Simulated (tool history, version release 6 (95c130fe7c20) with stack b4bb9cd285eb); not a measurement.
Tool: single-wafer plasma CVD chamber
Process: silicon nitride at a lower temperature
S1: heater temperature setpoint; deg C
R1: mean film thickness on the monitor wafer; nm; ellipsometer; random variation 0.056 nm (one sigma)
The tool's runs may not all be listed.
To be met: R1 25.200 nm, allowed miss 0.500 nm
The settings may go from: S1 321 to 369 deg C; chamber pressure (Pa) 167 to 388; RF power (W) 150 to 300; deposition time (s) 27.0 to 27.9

Run 1, hour 0.0: S1 345 deg C, chamber pressure (Pa) 277, RF power (W) 225, deposition time (s) 27.0. Result: R1 27.917 nm.
Run 2, hour 4.7: S1 345 deg C, chamber pressure (Pa) 269, RF power (W) 225, deposition time (s) 27.0. Result: R1 27.672 nm.
Run 3, hour 12.6: S1 345 deg C, chamber pressure (Pa) 311, RF power (W) 225, deposition time (s) 27.0. Result: R1 28.853 nm.
Run 4, hour 15.8: S1 338 deg C, chamber pressure (Pa) 311, RF power (W) 225, deposition time (s) 27.0. Result: R1 28.826 nm.
Run 5, hour 20.8: S1 338 deg C, chamber pressure (Pa) 311, RF power (W) 215, deposition time (s) 27.0. Result: R1 28.080 nm.
Run 6, hour 25.6: S1 338 deg C, chamber pressure (Pa) 351, RF power (W) 215, deposition time (s) 27.0. Result: R1 28.828 nm.
At hour 27.8: capacitance manometer re-zeroed and calibrated.
Run 7, hour 27.8: S1 338 deg C, chamber pressure (Pa) 340, RF power (W) 215, deposition time (s) 27.0. Result: R1 28.259 nm.
Run 8, hour 36.7: S1 338 deg C, chamber pressure (Pa) 332, RF power (W) 215, deposition time (s) 27.0. Result: R1 28.030 nm.
Run 9, hour 43.4: S1 338 deg C, chamber pressure (Pa) 324, RF power (W) 215, deposition time (s) 27.0. Result: R1 27.867 nm.
Run 10, hour 45.0: S1 338 deg C, chamber pressure (Pa) 316, RF power (W) 215, deposition time (s) 27.0. Result: R1 27.737 nm.
Run 11, hour 51.6: S1 338 deg C, chamber pressure (Pa) 309, RF power (W) 215, deposition time (s) 27.0. Result: R1 27.641 nm.
Run 12, hour 58.6: S1 338 deg C, chamber pressure (Pa) 309, RF power (W) 215, deposition time (s) 27.0. Result: R1 27.532 nm.
Run 13, hour 61.1: S1 338 deg C, chamber pressure (Pa) 303, RF power (W) 215, deposition time (s) 27.0. Result: R1 27.328 nm.
Run 14, hour 66.0: S1 338 deg C, chamber pressure (Pa) 297, RF power (W) 215, deposition time (s) 27.0. Result: R1 27.250 nm.
Run 15, hour 67.9: S1 338 deg C, chamber pressure (Pa) 292, RF power (W) 215, deposition time (s) 27.0. Result: R1 27.178 nm.
Run 16, hour 73.4: S1 338 deg C, chamber pressure (Pa) 287, RF power (W) 215, deposition time (s) 27.0. Result: R1 26.971 nm.
Run 17, hour 74.8: S1 338 deg C, chamber pressure (Pa) 281, RF power (W) 215, deposition time (s) 27.0. Result: R1 26.847 nm.

Which of these 4 next moves meets every target?
Run A, hour 76.2: S1 329 deg C, chamber pressure (Pa) 245, RF power (W) 220, deposition time (s) 27.0. Result: R1 ?.
Run B, hour 76.2: S1 337 deg C, chamber pressure (Pa) 281, RF power (W) 205, deposition time (s) 27.4. Result: R1 ?.
Run C, hour 76.2: S1 339 deg C, chamber pressure (Pa) 269, RF power (W) 195, deposition time (s) 27.3. Result: R1 ?.
Run D, hour 76.2: S1 334 deg C, chamber pressure (Pa) 223, RF power (W) 220, deposition time (s) 27.6. Result: R1 ?.

move      R1
   A  26.274
   B  26.479
   C  25.303
   D  26.059
A: nearer than the last run, and not there yet
B: nearer than the last run, and not there yet
C: meets every target
D: nearer than the last run, and not there yet
The right move is C.
